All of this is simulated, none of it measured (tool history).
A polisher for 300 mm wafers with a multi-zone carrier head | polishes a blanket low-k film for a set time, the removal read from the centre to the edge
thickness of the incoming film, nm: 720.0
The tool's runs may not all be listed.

| run | hour | flow of slurry (ml/min) | pressure of the head's centre zone | pressure of the head's middle zone | pressure of the head's edge zone | abrasive content of the slurry | polishing time (s) | film removed at the wafer's centre (angstrom) | film removed at mid-radius (angstrom) | film removed at the wafer's edge (angstrom) |
|---|---|---|---|---|---|---|---|---|---|---|
| 1 | 0 | 290 | 1 | 1 | 1 | 1 | 46 | 210.32 | 208.68 | 203.24 |
| 2 | 5.6 | 290 | 1 | 1 | 1 | 1 | 35 | 159.26 | 161.84 | 154.6 |
| 3 | 10.6 | 290 | 1 | 0.93 | 1 | 1 | 35 | 158.24 | 148 | 153.71 |
| 4 | 12.7 | 220 | 1 | 0.93 | 1 | 1 | 35 | 155.32 | 145.78 | 158.61 |
| 5 | 20.6 | 220 | 1 | 0.93 | 0.96 | 1 | 35 | 153.69 | 146.23 | 149.94 |
| 6 | 29 | 220 | 1 | 0.93 | 1.03 | 1 | 35 | 152.03 | 142.74 | 157.46 |
| 7 | 33.2 | 220 | 1.05 | 0.97 | 1.04 | 1.15 | 37 | 188.83 | 173.31 | 183.92 |

The next listed run, before its measurement:
| 8 | 36.4 | 215 | 1.09 | 1 | 1.06 | 1.25 | 37 | ? | ? | ? |

film removed at the wafer's centre (angstrom): 203.92
film removed at mid-radius (angstrom): 187.09
film removed at the wafer's edge (angstrom): 191.47

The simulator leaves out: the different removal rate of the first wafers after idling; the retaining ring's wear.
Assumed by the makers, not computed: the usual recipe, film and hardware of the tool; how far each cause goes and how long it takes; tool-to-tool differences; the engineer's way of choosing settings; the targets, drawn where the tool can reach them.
